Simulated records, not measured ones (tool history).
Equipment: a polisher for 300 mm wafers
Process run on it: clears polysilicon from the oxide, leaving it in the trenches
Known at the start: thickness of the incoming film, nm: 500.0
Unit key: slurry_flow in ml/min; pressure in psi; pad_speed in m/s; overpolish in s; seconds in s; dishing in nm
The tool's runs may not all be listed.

run	day	slurry_flow	pressure	pad_speed	overpolish	seconds	dishing
1	0	155	2.3	1.28	17	40.016	60.459
2	0.104	155	2.5	1.3	15	35.474	60.502
3	0.138	155	2.2	1.3	15	38.437	59.125
4	0.404	155	2.2	1.3	20	39.751	61.759
5	0.746	155	2.2	1.14	20	45.249	61.452
6	0.908	155	2.3	1.26	17	40.193	59.811

Run 7 has not been measured yet. What should we expect?
7	1.1	155	2.4	1.34	15	?	?

seconds: 35.481 s
dishing: 60.251 nm
